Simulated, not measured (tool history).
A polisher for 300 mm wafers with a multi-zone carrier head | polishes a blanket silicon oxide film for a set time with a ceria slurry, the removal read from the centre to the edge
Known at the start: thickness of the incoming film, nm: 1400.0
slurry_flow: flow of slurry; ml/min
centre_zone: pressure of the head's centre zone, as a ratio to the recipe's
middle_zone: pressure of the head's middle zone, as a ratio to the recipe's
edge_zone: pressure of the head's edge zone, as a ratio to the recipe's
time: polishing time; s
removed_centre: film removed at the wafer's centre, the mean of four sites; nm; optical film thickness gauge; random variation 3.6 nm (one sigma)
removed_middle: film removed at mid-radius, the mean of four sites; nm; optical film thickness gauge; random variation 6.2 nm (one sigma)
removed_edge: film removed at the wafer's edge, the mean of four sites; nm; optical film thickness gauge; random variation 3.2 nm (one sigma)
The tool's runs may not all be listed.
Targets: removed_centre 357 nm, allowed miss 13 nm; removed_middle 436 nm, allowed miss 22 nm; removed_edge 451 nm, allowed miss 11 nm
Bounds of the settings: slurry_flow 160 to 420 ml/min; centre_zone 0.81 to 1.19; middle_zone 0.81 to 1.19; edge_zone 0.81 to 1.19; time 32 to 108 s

| run | hour | slurry_flow | centre_zone | middle_zone | edge_zone | time | removed_centre | removed_middle | removed_edge |
|---|---|---|---|---|---|---|---|---|---|
| 1 | 0 | 270 | 1 | 1 | 1 | 70 | 380.23 | 380.23 | 396.02 |
| 2 | 3.2 | 270 | 0.92 | 1 | 1 | 70 | 349.65 | 381.88 | 394.6 |
| 3 | 6.9 | 280 | 0.91 | 1.03 | 1.05 | 71 | 354.84 | 396.78 | 410.9 |
| 4 | 9.6 | 290 | 0.89 | 1.05 | 1.09 | 72 | 353 | 409.81 | 427.78 |
| 5 | 16.1 | 290 | 0.89 | 1.05 | 1.04 | 72 | 350.91 | 422.44 | 409.22 |
| 6 | 17.3 | 290 | 0.89 | 1.05 | 1.04 | 65 | 312.47 | 370.7 | 376.18 |
| 7 | 22.6 | 290 | 0.89 | 1.05 | 1.04 | 65 | 321.48 | 371.09 | 368.74 |
| 8 | 30.3 | 290 | 0.89 | 1.07 | 1.08 | 68 | 326.37 | 400.15 | 396.78 |
| 9 | 32.2 | 300 | 0.9 | 1.08 | 1.11 | 69 | 342.77 | 411.02 | 413.54 |
| 10 | 36.7 | 310 | 0.9 | 1.09 | 1.14 | 70 | 342.74 | 406.08 | 425.3 |
| 11 | 41.2 | 310 | 0.9 | 1.1 | 1.15 | 71 | 354.13 | 420.26 | 434.42 |
| 12 | 45.8 | 310 | 0.9 | 1.11 | 1.16 | 71 | 352.01 | 431.35 | 434.84 |

4 next moves are on the table. One of them brings every result within its allowed miss. Which?
| A | 50.4 | 310 | 0.84 | 1.1 | 1.18 | 72 | ? | ? | ? |
| B | 50.4 | 335 | 0.96 | 1.17 | 1.1 | 68 | ? | ? | ? |
| C | 50.4 | 315 | 0.84 | 1.09 | 1.18 | 72 | ? | ? | ? |
| D | 50.4 | 355 | 0.89 | 1.09 | 1.19 | 72 | ? | ? | ? |

| move | removed_centre | removed_middle | removed_edge |
|---|---|---|---|
| A | 334.1 | 437.54 | 442.11 |
| B | 364.19 | 438.82 | 404.68 |
| C | 334.66 | 434.83 | 442.71 |
| D | 359.12 | 439.57 | 448.49 |
A: brings the result that was furthest off to its target, and leaves another outside
B: further off than the last run
C: brings the result that was furthest off to its target, and leaves another outside
D: meets every target
The right move is D.
